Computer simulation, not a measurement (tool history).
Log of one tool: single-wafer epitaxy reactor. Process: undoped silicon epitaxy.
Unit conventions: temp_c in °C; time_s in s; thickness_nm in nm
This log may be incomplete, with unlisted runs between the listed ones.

| run | hour | temp_c | time_s | thickness_nm |
|---|---|---|---|---|
| 1 | 0.0 | 635 | 192 | 21.527 |
| 2 | 2.5 | 639 | 192 | 23.528 |
| 3 | 8.9 | 639 | 171 | 20.899 |
| 4 | 15.4 | 643 | 171 | 23.140 |
| 5 | 18.3 | 652 | 171 | 29.092 |
| 6 | 20.9 | 652 | 153 | 25.983 |

Estimate the outcome of run 7 from the log above:
| 7 | 21.9 | 654 | 154 | ? |

thickness_nm: 27.826 nm

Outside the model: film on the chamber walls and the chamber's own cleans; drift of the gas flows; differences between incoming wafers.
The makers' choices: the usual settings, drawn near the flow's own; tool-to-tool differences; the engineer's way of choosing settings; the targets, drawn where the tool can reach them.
